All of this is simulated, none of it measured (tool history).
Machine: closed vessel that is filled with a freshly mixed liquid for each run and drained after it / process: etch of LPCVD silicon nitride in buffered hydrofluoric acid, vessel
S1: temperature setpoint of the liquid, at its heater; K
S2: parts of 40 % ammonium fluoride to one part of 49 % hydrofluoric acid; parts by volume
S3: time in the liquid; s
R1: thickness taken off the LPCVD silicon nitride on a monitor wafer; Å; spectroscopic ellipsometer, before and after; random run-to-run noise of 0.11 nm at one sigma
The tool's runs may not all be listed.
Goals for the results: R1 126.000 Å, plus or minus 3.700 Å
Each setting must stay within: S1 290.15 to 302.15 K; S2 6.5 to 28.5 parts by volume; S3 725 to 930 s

{"run": 1, "hour": 0.0, "S1": 294.15, "S2": 17.5, "S3": 930, "R1": 61.412}
{"run": 2, "hour": 2.3, "S1": 294.15, "S2": 17.5, "S3": 725, "R1": 48.291}
{"run": 3, "hour": 11.4, "S1": 294.15, "S2": 17.5, "S3": 930, "R1": 61.959}
{"run": 4, "hour": 20.2, "S1": 296.15, "S2": 16.0, "S3": 930, "R1": 76.59}
{"run": 5, "hour": 27.9, "S1": 296.15, "S2": 16.0, "S3": 930, "R1": 74.237}
{"run": 6, "hour": 33.2, "S1": 296.15, "S2": 11.5, "S3": 930, "R1": 105.69}
{"run": 7, "hour": 41.8, "S1": 296.65, "S2": 11.5, "S3": 930, "R1": 107.82}
{"run": 8, "hour": 45.7, "S1": 297.15, "S2": 11.5, "S3": 930, "R1": 110.26}
{"run": 9, "hour": 47.1, "S1": 297.15, "S2": 11.5, "S3": 930, "R1": 110.41}
{"run": 10, "hour": 50.7, "S1": 297.65, "S2": 11.5, "S3": 930, "R1": 114.24}
{"hour": 59.1, "done": "thermometer replaced"}
{"run": 11, "hour": 59.1, "S1": 298.15, "S2": 11.5, "S3": 930, "R1": 132.84}

Which one of the following 4 next-run settings gets every result inside its allowed miss? There is exactly one.
{"run": "A", "hour": 67.5, "S1": 299.15, "S2": 13.5, "S3": 915, "R1": "?"}
{"run": "B", "hour": 67.5, "S1": 298.15, "S2": 12.5, "S3": 910, "R1": "?"}
{"run": "C", "hour": 67.5, "S1": 298.15, "S2": 10.5, "S3": 805, "R1": "?"}
{"run": "D", "hour": 67.5, "S1": 297.15, "S2": 10.5, "S3": 930, "R1": "?"}

move=A R1=119.070
move=B R1=120.970
move=C R1=126.860
move=D R1=138.810
A: the result that was furthest off in the last run now lies on the other side of its target
B: the result that was furthest off in the last run now lies on the other side of its target
C: every result within its allowed miss
D: lands further from the targets than the last run did
Move C is the one to make.
